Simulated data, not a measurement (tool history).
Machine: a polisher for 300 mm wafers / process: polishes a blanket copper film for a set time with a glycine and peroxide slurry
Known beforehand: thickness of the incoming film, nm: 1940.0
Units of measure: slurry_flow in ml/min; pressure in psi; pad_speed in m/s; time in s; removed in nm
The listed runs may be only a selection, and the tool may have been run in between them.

| run | hour | slurry_flow | pressure | pad_speed | time | removed |
|---|---|---|---|---|---|---|
| 1 | 0 | 175 | 3.5 | 0.92 | 34 | 209.82 |
| 2 | 1.2 | 175 | 3.3 | 0.92 | 34 | 195.24 |
| 3 | 5.8 | 175 | 3.2 | 0.92 | 34 | 199.76 |
| 4 | 7.8 | 175 | 3 | 0.92 | 34 | 192.64 |
| 5 | 8.9 | 175 | 3 | 0.92 | 34 | 191.83 |
| 6 | 14.2 | 175 | 3.6 | 0.92 | 34 | 213.84 |
| 7 | 20.6 | 175 | 3.4 | 0.9 | 34 | 205.59 |

What will run 8 give?
| 8 | 25 | 175 | 3.2 | 0.9 | 34 | ? |

removed: 193.94 nm
